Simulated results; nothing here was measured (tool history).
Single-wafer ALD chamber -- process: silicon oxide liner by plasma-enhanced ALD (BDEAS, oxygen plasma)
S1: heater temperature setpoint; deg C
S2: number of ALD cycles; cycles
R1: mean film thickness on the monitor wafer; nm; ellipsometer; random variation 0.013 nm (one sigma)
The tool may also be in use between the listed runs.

{"run": 1, "hour": 0.0, "S1": 310, "S2": 25, "R1": 2.3697}
{"run": 2, "hour": 2.1, "S1": 305, "S2": 25, "R1": 2.407}
{"run": 3, "hour": 7.8, "S1": 299, "S2": 25, "R1": 2.4321}
{"run": 4, "hour": 11.0, "S1": 298, "S2": 27, "R1": 2.6535}
{"run": 5, "hour": 11.6, "S1": 297, "S2": 28, "R1": 2.7319}
{"run": 6, "hour": 17.3, "S1": 296, "S2": 29, "R1": 2.8591}

What will run 7 give?
{"run": 7, "hour": 22.7, "S1": 296, "S2": 30, "R1": "?"}

For run 7 the tool returned R1 2.946 nm.
